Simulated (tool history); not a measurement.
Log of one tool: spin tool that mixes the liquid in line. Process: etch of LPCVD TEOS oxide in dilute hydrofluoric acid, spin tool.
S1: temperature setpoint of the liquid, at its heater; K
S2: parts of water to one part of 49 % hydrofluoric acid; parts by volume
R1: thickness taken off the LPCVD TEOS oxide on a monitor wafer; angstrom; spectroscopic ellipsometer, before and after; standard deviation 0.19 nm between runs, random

run 1 hour=0.0 | S1=297.15 S2=180 time_under_the_liquid_(s)=90 | R1=184.94
run 2 hour=4.6 | S1=298.15 S2=165 time_under_the_liquid_(s)=90 | R1=214.02
run 3 hour=12.1 | S1=299.15 S2=150 time_under_the_liquid_(s)=90 | R1=248.54
run 4 hour=16.6 | S1=299.15 S2=185 time_under_the_liquid_(s)=90 | R1=193.07
run 5 hour=23.7 | S1=300.15 S2=170 time_under_the_liquid_(s)=90 | R1=222.19
run 6 hour=29.9 | S1=300.15 S2=225 time_under_the_liquid_(s)=90 | R1=157.81
run 7 hour=36.6 | S1=300.65 S2=200 time_under_the_liquid_(s)=90 | R1=184.81
run 8 hour=40.6 | S1=304.65 S2=130 time_under_the_liquid_(s)=90 | R1=362.05
run 9 hour=46.2 | S1=304.65 S2=120 time_under_the_liquid_(s)=90 | R1=394.63

Estimate the outcome of run 10 from the log above:
run 10 hour=47.8 | S1=304.65 S2=115 time_under_the_liquid_(s)=90 | R1=?

R1: 416.30 angstrom
